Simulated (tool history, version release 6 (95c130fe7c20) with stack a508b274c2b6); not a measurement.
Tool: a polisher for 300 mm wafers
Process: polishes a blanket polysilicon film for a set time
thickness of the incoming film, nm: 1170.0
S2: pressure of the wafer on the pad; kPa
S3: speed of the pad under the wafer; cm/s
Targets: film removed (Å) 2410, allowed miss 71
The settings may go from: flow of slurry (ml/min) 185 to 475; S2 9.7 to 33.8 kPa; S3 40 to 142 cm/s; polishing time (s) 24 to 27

Run 1, hour 0: flow of slurry (ml/min) 305, S2 21.4 kPa, S3 90 cm/s, polishing time (s) 27. Result: film removed (Å) 1786.
Run 2, hour 6.1: flow of slurry (ml/min) 305, S2 21.4 kPa, S3 90 cm/s, polishing time (s) 27. Result: film removed (Å) 1793.9.
Run 3, hour 7.4: flow of slurry (ml/min) 305, S2 22.8 kPa, S3 90 cm/s, polishing time (s) 27. Result: film removed (Å) 1884.5.
Run 4, hour 13: flow of slurry (ml/min) 305, S2 20.7 kPa, S3 90 cm/s, polishing time (s) 27. Result: film removed (Å) 1734.2.
Run 5, hour 19.8: flow of slurry (ml/min) 305, S2 20.7 kPa, S3 90 cm/s, polishing time (s) 24. Result: film removed (Å) 1536.6.
Run 6, hour 24.2: flow of slurry (ml/min) 305, S2 20.7 kPa, S3 108 cm/s, polishing time (s) 24. Result: film removed (Å) 1811.2.
Run 7, hour 29: flow of slurry (ml/min) 305, S2 22.1 kPa, S3 108 cm/s, polishing time (s) 24. Result: film removed (Å) 1960.9.
Run 8, hour 33.9: flow of slurry (ml/min) 305, S2 23.4 kPa, S3 108 cm/s, polishing time (s) 24. Result: film removed (Å) 2065.9.

5 next moves are on the table. One of them brings every result within its allowed miss. Which?
Run A, hour 38.8: flow of slurry (ml/min) 285, S2 22.8 kPa, S3 112 cm/s, polishing time (s) 26. Result: film removed (Å) ?.
Run B, hour 38.8: flow of slurry (ml/min) 300, S2 28.3 kPa, S3 106 cm/s, polishing time (s) 24. Result: film removed (Å) ?.
Run C, hour 38.8: flow of slurry (ml/min) 325, S2 20.7 kPa, S3 98 cm/s, polishing time (s) 24. Result: film removed (Å) ?.
Run D, hour 38.8: flow of slurry (ml/min) 390, S2 17.2 kPa, S3 96 cm/s, polishing time (s) 27. Result: film removed (Å) ?.
Run E, hour 38.8: flow of slurry (ml/min) 475, S2 16.5 kPa, S3 126 cm/s, polishing time (s) 25. Result: film removed (Å) ?.

move  film removed (Å)
   A            2246.3
   B            2443.5
   C            1685.7
   D            1586.9
   E            1871.1
A: nearer than the last run, and not there yet
B: meets every target
C: further off than the last run
D: further off than the last run
E: further off than the last run
Answer: B
